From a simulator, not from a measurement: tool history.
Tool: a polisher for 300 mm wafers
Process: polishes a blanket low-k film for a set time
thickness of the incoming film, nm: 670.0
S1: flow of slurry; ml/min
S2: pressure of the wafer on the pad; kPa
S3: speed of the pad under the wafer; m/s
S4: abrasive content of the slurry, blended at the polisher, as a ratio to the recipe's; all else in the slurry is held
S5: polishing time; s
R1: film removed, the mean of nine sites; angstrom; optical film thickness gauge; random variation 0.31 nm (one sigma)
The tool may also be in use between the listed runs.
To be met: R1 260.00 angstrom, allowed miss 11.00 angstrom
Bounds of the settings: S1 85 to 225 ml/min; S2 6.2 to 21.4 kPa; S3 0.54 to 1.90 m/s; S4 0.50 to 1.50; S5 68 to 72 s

run    day   S1    S2    S3    S4  S5      R1
  1  0.000  145  13.8  1.22  1.00  68  331.68
  2  0.200  145  13.8  1.22  1.00  72  351.32
  3  0.362  145  12.4  1.22  1.00  72  318.78
  4  0.462  145  11.0  1.22  1.00  72  293.86
  5  0.792  145  14.5  1.22  1.00  72  362.41
  6  1.162  145  13.1  1.20  1.00  72  332.95
  7  1.333  145  12.4  1.20  1.00  72  318.60
  8  1.567  145  11.7  1.20  1.00  72  304.02
     1.638  -- worn pad replaced by a new one
  9  1.638  145  11.0  1.20  1.00  72  322.02
 10  1.712  145   9.7  1.14  1.00  72  283.01

4 next moves are on the table. One of them brings every result within its allowed miss. Which?
  A  1.788  145  11.0  1.22  0.95  72   ?
  B  1.788  125   9.7  1.22  1.05  72   ?
  C  1.788  150   8.3  1.36  0.90  68   ?
  D  1.788  105  12.4  1.06  1.15  72   ?

move      R1
   A  326.79
   B  296.40
   C  267.91
   D  318.10
A: further off than the last run
B: further off than the last run
C: meets every target
D: further off than the last run
The right move is C.
